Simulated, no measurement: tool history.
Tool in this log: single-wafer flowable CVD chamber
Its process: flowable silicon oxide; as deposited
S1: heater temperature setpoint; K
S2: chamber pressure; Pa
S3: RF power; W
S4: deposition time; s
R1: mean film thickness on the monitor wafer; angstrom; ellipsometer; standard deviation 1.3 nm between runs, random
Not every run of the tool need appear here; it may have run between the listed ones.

run	day	S1	S2	S3	S4	R1
1	0	368.15	76.5	1830	651	2766.6
2	0.121	366.15	76.5	1830	651	2987.4
3	0.158	366.15	76.5	1830	620	2838
4	0.496	366.15	76.5	1830	651	2994.9
5	0.662	372.15	76.5	1830	651	2371.4
6	0.808	369.15	76.5	1830	651	2680.4

Run 7 has not been measured yet. What should we expect?
7	0.996	367.15	76.5	1830	651	?

{"run 7": {"R1": 2860.5}}
